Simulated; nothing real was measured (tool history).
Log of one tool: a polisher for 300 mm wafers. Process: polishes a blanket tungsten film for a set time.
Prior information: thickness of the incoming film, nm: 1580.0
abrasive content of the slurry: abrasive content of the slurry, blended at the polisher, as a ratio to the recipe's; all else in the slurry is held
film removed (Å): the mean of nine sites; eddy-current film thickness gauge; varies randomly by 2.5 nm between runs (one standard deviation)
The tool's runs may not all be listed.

run,hour,flow of slurry (ml/min),pressure of the wafer on the pad (psi),speed of the pad under the wafer (cm/s),abrasive content of the slurry,polishing time (s),film removed (Å)
1,0,210,2.7,132,1,41,1885.3
2,3.8,210,2.8,132,1,41,1971.9
3,6.4,210,2.2,132,1,41,1590.2
4,8.6,210,2.2,132,1,41,1609.6
5,12.9,170,2.2,132,1,41,1551.9
6,15.5,175,2.4,132,1,41,1673.8

Run 7 has not been measured yet. What should we expect?
7,19.1,175,2.6,132,1,41,?

Logged for run 7: film removed (Å) 1776.8.
